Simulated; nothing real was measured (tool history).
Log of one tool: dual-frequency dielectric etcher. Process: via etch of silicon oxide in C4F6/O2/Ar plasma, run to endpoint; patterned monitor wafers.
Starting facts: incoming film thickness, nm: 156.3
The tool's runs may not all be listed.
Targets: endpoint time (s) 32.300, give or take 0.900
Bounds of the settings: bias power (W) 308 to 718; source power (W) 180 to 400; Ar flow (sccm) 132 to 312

run  hour  bias power (W)  source power (W)  Ar flow (sccm)  endpoint time (s)
  1   0.0             513               290             222             38.013
  2   2.3             513               290             238             38.286
  3  10.4             560               300             235             36.260
  4  12.8             560               320             235             35.189
  5  16.8             560               320             221             34.816
  6  19.9             581               320             220             34.147
  7  24.6             596               320             220             33.807
  8  28.4             609               320             220             33.963
  9  37.3             624               320             219             33.509
 10  43.3             635               320             219             33.586

5 candidate next runs follow, results not yet known. Just one meets every target within its allowed miss. Identify it.
  A  49.3             639               310             223                  ?
  B  49.3             566               310             222                  ?
  C  49.3             591               320             238                  ?
  D  49.3             628               300             217                  ?
  E  49.3             689               320             223                  ?

move  endpoint time (s)
   A             34.028
   B             35.510
   C             34.651
   D             34.741
   E             32.569
A: lands further from the targets than the last run did
B: lands further from the targets than the last run did
C: lands further from the targets than the last run did
D: lands further from the targets than the last run did
E: every result lands within tolerance
The move that meets every target is E.

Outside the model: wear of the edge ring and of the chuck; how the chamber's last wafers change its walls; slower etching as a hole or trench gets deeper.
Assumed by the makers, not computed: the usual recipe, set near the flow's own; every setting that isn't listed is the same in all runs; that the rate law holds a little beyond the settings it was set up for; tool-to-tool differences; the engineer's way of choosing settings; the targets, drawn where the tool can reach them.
